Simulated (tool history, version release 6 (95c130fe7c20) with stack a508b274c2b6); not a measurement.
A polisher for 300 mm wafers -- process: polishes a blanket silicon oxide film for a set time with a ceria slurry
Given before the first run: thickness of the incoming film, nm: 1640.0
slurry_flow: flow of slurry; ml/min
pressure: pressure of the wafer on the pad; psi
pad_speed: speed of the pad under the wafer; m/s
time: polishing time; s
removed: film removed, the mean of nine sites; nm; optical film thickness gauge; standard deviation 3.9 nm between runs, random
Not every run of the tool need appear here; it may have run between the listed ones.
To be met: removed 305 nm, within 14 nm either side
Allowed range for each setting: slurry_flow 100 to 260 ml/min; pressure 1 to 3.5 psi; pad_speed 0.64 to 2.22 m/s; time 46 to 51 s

run  hour  slurry_flow  pressure  pad_speed  time  removed
  1     0          165       2.2       1.42    51   241.33
  2   6.5          165       2.3       1.42    51   254.51
  3  13.7          165         2       1.42    51   219.63
  4  22.6          130         2       1.42    51   208.76
  5  27.1          130         2       1.42    46    186.2
  6  30.9          130         2       1.42    51   209.06
  7  31.9          140       2.1       1.42    51   219.95
  8    37          140       2.1       1.42    51   226.03
  9  38.7          140       2.2       1.42    51   234.66
 10  43.1          145       2.3       1.42    51   245.38
 11  51.8          155       2.4       1.42    51   262.28
 12  54.5          160       2.4       1.42    51   265.17
 13  55.8          165       2.4       1.42    51   258.96
 14  57.4          165       2.5       1.42    51   271.48

Which of these 4 next moves meets every target?
  A    59          130       2.4        1.5    51        ?
  B    59          200       3.4       0.94    51        ?
  C    59          155       2.1       1.44    48        ?
  D    59          135       2.3       1.76    51        ?

move  removed
   A   267.29
   B   258.44
   C   220.14
   D   302.14
A: further off than the last run
B: further off than the last run
C: further off than the last run
D: meets every target
D meets every target.
